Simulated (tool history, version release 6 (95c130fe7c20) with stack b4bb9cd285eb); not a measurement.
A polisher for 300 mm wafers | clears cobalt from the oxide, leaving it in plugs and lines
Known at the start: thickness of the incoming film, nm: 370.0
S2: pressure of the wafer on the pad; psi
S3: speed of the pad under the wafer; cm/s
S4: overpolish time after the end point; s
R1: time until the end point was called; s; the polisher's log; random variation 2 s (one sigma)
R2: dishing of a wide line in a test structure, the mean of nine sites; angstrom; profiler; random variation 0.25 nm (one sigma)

run 1 day=0 | flow_of_slurry_(ml/min)=240 S2=1.9 S3=86 S4=8 | R1=101.77 R2=257.7
run 2 day=0.267 | flow_of_slurry_(ml/min)=240 S2=1.9 S3=108 S4=8 | R1=84.139 R2=288.09
run 3 day=0.325 | flow_of_slurry_(ml/min)=240 S2=2.2 S3=108 S4=8 | R1=74.087 R2=304.36
run 4 day=0.488 | flow_of_slurry_(ml/min)=240 S2=1.8 S3=108 S4=8 | R1=86.971 R2=286.14
run 5 day=0.579 | flow_of_slurry_(ml/min)=240 S2=1.7 S3=104 S4=7 | R1=92.611 R2=241.98
run 6 day=0.65 | flow_of_slurry_(ml/min)=240 S2=1.7 S3=94 S4=7 | R1=100.93 R2=234.48

Run 7 comes next. What will it give?
run 7 day=0.825 | flow_of_slurry_(ml/min)=235 S2=1.1 S3=86 S4=3 | R1=? R2=?

{"run 7": {"R1": 148.18, "R2": 79.052}}
